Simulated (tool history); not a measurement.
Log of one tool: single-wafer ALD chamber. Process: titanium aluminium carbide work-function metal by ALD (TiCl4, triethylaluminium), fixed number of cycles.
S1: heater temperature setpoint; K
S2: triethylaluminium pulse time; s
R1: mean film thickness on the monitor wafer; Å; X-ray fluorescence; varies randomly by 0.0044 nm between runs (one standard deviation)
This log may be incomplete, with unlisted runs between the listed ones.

run	hour	S1	S2	R1
1	0	578.15	12.24	19.45
2	0.8	578.15	9.79	18.932
3	6.8	581.15	10.09	19.259
4	12.8	581.15	8.47	18.704
5	19.9	581.15	6.97	17.626
6	22.1	581.15	4.4	13.337
7	29.2	593.15	8.32	19.701
8	34.8	594.15	8.33	19.662
9	41.8	595.15	8.38	19.878
10	44.9	595.15	8.38	19.942
11	52.1	596.15	8.41	19.979

Predict the results of run 12:
12	57.2	597.15	8.46	?

{"run 12": {"R1": 20.144}}
